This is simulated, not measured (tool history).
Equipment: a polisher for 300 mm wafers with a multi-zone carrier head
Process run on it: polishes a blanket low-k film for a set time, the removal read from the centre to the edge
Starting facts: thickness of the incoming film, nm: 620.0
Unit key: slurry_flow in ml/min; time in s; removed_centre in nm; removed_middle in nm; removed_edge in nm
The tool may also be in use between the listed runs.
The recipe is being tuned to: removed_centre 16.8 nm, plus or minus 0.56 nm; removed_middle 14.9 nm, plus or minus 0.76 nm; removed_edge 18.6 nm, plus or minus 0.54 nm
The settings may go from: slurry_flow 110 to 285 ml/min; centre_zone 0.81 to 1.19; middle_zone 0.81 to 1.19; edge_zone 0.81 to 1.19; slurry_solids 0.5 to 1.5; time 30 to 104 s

run 1 hour=0 | slurry_flow=180 centre_zone=1 middle_zone=1 edge_zone=1 slurry_solids=1 time=67 | removed_centre=21.351 removed_middle=21.385 removed_edge=22.001
run 2 hour=3.5 | slurry_flow=180 centre_zone=1 middle_zone=0.95 edge_zone=1 slurry_solids=1 time=67 | removed_centre=21.005 removed_middle=21.206 removed_edge=22.191
run 3 hour=10.6 | slurry_flow=180 centre_zone=1 middle_zone=0.95 edge_zone=1 slurry_solids=1 time=53 | removed_centre=16.872 removed_middle=16.109 removed_edge=17.474
run 4 hour=18.2 | slurry_flow=180 centre_zone=1 middle_zone=0.91 edge_zone=1.03 slurry_solids=1 time=53 | removed_centre=16.784 removed_middle=15.937 removed_edge=17.823
run 5 hour=19.3 | slurry_flow=180 centre_zone=1 middle_zone=0.91 edge_zone=1.03 slurry_solids=0.9 time=53 | removed_centre=15.436 removed_middle=14.615 removed_edge=16.281
run 6 hour=28.3 | slurry_flow=180 centre_zone=1 middle_zone=0.91 edge_zone=1.03 slurry_solids=0.9 time=46 | removed_centre=13.488 removed_middle=12.499 removed_edge=14.089
run 7 hour=34.5 | slurry_flow=190 centre_zone=1.01 middle_zone=0.89 edge_zone=1.07 slurry_solids=0.95 time=46 | removed_centre=14.344 removed_middle=13.168 removed_edge=15.525
-- hour=37 slurry nozzle cleaned
run 8 hour=37 | slurry_flow=205 centre_zone=1.03 middle_zone=0.9 edge_zone=1.1 slurry_solids=0.95 time=46 | removed_centre=15.964 removed_middle=14.478 removed_edge=16.028
run 9 hour=41.3 | slurry_flow=205 centre_zone=1.02 middle_zone=0.87 edge_zone=1.13 slurry_solids=1 time=46 | removed_centre=16.307 removed_middle=14.697 removed_edge=17.054
run 10 hour=45 | slurry_flow=205 centre_zone=1.01 middle_zone=0.85 edge_zone=1.15 slurry_solids=1 time=46 | removed_centre=16.144 removed_middle=14.151 removed_edge=17.317
run 11 hour=47.9 | slurry_flow=210 centre_zone=1 middle_zone=0.85 edge_zone=1.16 slurry_solids=1 time=46 | removed_centre=15.975 removed_middle=13.97 removed_edge=17.166

4 candidate next runs follow, results not yet known. Just one meets every target within its allowed miss. Identify it.
run A hour=50.8 | slurry_flow=165 centre_zone=0.99 middle_zone=0.83 edge_zone=1.16 slurry_solids=1.15 time=47 | removed_centre=? removed_middle=? removed_edge=?
run B hour=50.8 | slurry_flow=260 centre_zone=1.17 middle_zone=1 edge_zone=1.17 slurry_solids=1 time=41 | removed_centre=? removed_middle=? removed_edge=?
run C hour=50.8 | slurry_flow=175 centre_zone=0.97 middle_zone=0.84 edge_zone=1.19 slurry_solids=0.95 time=49 | removed_centre=? removed_middle=? removed_edge=?
run D hour=50.8 | slurry_flow=240 centre_zone=1.02 middle_zone=1.03 edge_zone=1.09 slurry_solids=1.05 time=40 | removed_centre=? removed_middle=? removed_edge=?

move=A removed_centre=16.766 removed_middle=14.601 removed_edge=18.718
move=B removed_centre=17.188 removed_middle=14.47 removed_edge=15.812
move=C removed_centre=15.386 removed_middle=13.784 removed_edge=17.645
move=D removed_centre=14.909 removed_middle=14.779 removed_edge=15.332
A: hits every target within its allowed miss
B: misses by more than the last run did
C: as far off as the last run
D: misses by more than the last run did
Correct choice: A, which meets every target

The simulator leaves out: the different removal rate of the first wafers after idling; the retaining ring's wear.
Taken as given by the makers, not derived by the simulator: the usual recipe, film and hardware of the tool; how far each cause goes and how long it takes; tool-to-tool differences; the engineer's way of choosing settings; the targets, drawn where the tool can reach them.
